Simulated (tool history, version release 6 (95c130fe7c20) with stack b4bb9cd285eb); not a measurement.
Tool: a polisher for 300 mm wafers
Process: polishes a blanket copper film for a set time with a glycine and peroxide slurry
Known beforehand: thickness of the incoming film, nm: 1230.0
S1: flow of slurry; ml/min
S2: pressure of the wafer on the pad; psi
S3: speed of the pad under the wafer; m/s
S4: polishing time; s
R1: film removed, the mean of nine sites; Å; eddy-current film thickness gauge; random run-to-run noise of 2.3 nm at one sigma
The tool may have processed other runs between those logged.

run    day   S1   S2    S3  S4      R1
  1  0.000  250  1.7  0.98  85  3417.2
  2  0.088  200  1.7  0.98  85  3331.6
  3  0.454  200  1.9  0.98  85  3599.3
  4  0.821  200  1.9  0.98  85  3632.5
  5  1.146  200  1.9  0.82  85  3260.1
  6  1.446  200  1.8  0.82  85  3107.0
  7  1.708  200  1.7  0.82  85  3052.6
  8  2.058  200  1.6  0.82  85  2901.4

Run 9 is up next; what results do you expect?
  9  2.121  200  1.4  0.82  85   ?

{"run 9": {"R1": 2670.8}}
